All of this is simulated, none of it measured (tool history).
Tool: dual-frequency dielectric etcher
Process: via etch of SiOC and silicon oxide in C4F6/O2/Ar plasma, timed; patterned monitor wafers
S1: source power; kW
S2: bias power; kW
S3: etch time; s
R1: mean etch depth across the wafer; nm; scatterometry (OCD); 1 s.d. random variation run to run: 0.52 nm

{"run": 1, "hour": 0.0, "S1": 0.41, "S2": 0.228, "S3": 99.5, "R1": 115.78}
{"run": 2, "hour": 7.6, "S1": 0.35, "S2": 0.228, "S3": 99.5, "R1": 110.84}
{"run": 3, "hour": 10.9, "S1": 0.42, "S2": 0.228, "S3": 99.5, "R1": 116.29}
{"run": 4, "hour": 15.6, "S1": 0.45, "S2": 0.241, "S3": 100, "R1": 121.73}
{"run": 5, "hour": 23.7, "S1": 0.48, "S2": 0.25, "S3": 100, "R1": 126.3}
{"run": 6, "hour": 31.2, "S1": 0.5, "S2": 0.254, "S3": 100, "R1": 127.79}
{"run": 7, "hour": 35.1, "S1": 0.5, "S2": 0.254, "S3": 100, "R1": 129.23}
{"run": 8, "hour": 36.7, "S1": 0.51, "S2": 0.256, "S3": 100, "R1": 128.98}

Estimate the outcome of run 9 from the log above:
{"hour": 38.1, "done": "source power generator calibrated"}
{"run": 9, "hour": 38.1, "S1": 0.56, "S2": 0.268, "S3": 100.5, "R1": "?"}

{"run 9": {"R1": 138.01}}
